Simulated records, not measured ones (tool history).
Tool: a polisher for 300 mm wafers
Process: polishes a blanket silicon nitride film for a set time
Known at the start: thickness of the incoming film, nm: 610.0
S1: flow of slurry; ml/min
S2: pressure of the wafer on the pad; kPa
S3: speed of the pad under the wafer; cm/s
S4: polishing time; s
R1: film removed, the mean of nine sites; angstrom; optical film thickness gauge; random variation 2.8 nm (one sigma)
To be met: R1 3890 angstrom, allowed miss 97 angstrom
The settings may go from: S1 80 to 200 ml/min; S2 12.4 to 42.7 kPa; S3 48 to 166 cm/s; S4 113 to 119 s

run	day	S1	S2	S3	S4	R1
1	0	130	27.6	106	113	2577.8
2	0.333	130	27.6	106	119	2692.8
3	0.508	130	33.1	106	119	3209.5
4	0.671	130	33.1	106	119	3204.8
5	0.867	140	34.5	106	119	3398.8
6	0.992	140	37.2	106	119	3675.6
7	1.346	145	37.2	106	119	3663.2
8	1.55	145	37.9	106	119	3785

Which of these 5 next moves meets every target?
A	1.754	110	40.7	110	119	?
B	1.754	155	37.2	110	115	?
C	1.754	160	37.9	104	116	?
D	1.754	125	36.5	112	118	?
E	1.754	150	37.9	108	115	?

move	R1
A	3877.1
B	3701.3
C	3685.5
D	3613.2
E	3701.3
A: meets every target
B: further off than the last run
C: further off than the last run
D: further off than the last run
E: further off than the last run
Answer: A
